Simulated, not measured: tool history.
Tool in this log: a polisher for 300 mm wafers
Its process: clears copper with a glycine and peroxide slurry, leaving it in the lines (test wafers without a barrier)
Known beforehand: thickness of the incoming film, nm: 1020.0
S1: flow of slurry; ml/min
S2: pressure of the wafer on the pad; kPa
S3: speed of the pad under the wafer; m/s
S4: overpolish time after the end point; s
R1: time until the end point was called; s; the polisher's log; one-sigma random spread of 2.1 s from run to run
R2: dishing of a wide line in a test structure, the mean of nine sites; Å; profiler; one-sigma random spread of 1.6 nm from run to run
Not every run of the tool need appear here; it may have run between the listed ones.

run    day   S1    S2    S3  S4      R1      R2
  1      0  220  22.8  1.24  21  113.29  1116.1
  2  0.362  220  22.8  1.02  21  126.05  1045.1
  3  0.725  220  22.8  1.02  19  129.61  935.87
  4  0.875  220  22.8  1.02  18  133.66  944.92
  5  0.962  220  27.6  1.02  18  113.44  1032.8
  6  1.304  220  27.6  1.02  22     114  1190.8

Estimate the outcome of run 7 from the log above:
  7  1.6  220  26.9  1.02  20   ?   ?

Logged for run 7: R1 117.29 s, R2 1093.6 Å.
